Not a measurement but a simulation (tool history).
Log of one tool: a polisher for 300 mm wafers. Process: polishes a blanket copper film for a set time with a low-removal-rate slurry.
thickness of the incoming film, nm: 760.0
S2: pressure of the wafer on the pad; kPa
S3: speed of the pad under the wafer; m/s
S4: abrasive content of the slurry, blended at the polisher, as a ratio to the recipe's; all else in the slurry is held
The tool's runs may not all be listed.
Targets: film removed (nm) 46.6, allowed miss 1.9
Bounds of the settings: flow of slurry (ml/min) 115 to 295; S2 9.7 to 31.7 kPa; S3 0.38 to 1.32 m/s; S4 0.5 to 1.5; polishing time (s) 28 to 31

run 1 hour=0 | flow_of_slurry_(ml/min)=190 S2=20.7 S3=0.84 S4=1 polishing_time_(s)=31 | film_removed_(nm)=84.621
run 2 hour=6.2 | flow_of_slurry_(ml/min)=190 S2=20.7 S3=0.84 S4=1 polishing_time_(s)=31 | film_removed_(nm)=83.159
run 3 hour=9.5 | flow_of_slurry_(ml/min)=230 S2=20.7 S3=0.84 S4=1 polishing_time_(s)=31 | film_removed_(nm)=85.053
run 4 hour=11.5 | flow_of_slurry_(ml/min)=230 S2=17.2 S3=0.82 S4=1 polishing_time_(s)=31 | film_removed_(nm)=76.631
run 5 hour=19.5 | flow_of_slurry_(ml/min)=230 S2=20 S3=0.82 S4=1 polishing_time_(s)=31 | film_removed_(nm)=82.243
run 6 hour=27.8 | flow_of_slurry_(ml/min)=230 S2=20 S3=0.82 S4=1.2 polishing_time_(s)=31 | film_removed_(nm)=85.412
run 7 hour=31.2 | flow_of_slurry_(ml/min)=230 S2=16.5 S3=0.74 S4=1.2 polishing_time_(s)=31 | film_removed_(nm)=69.542
run 8 hour=40.1 | flow_of_slurry_(ml/min)=230 S2=14.5 S3=0.7 S4=1.2 polishing_time_(s)=31 | film_removed_(nm)=60.704
run 9 hour=46.6 | flow_of_slurry_(ml/min)=225 S2=13.1 S3=0.68 S4=1.2 polishing_time_(s)=31 | film_removed_(nm)=56.498
run 10 hour=51.3 | flow_of_slurry_(ml/min)=220 S2=11.7 S3=0.66 S4=1.2 polishing_time_(s)=31 | film_removed_(nm)=50.746
run 11 hour=56 | flow_of_slurry_(ml/min)=210 S2=10.3 S3=0.66 S4=1.2 polishing_time_(s)=31 | film_removed_(nm)=48.916

Which of these 5 next moves meets every target?
run A hour=60.7 | flow_of_slurry_(ml/min)=205 S2=9.7 S3=0.62 S4=1.2 polishing_time_(s)=28 | film_removed_(nm)=?
run B hour=60.7 | flow_of_slurry_(ml/min)=220 S2=10.3 S3=0.68 S4=1.2 polishing_time_(s)=31 | film_removed_(nm)=?
run C hour=60.7 | flow_of_slurry_(ml/min)=235 S2=9.7 S3=0.7 S4=1 polishing_time_(s)=30 | film_removed_(nm)=?
run D hour=60.7 | flow_of_slurry_(ml/min)=160 S2=14.5 S3=0.58 S4=1.25 polishing_time_(s)=31 | film_removed_(nm)=?
run E hour=60.7 | flow_of_slurry_(ml/min)=240 S2=10.3 S3=0.62 S4=1.15 polishing_time_(s)=28 | film_removed_(nm)=?

move=A film_removed_(nm)=40.784
move=B film_removed_(nm)=51.146
move=C film_removed_(nm)=47.764
move=D film_removed_(nm)=50.252
move=E film_removed_(nm)=42.207
A: takes the result that was furthest off past its target
B: further off than the last run
C: meets every target
D: further off than the last run
E: takes the result that was furthest off past its target
Answer: C
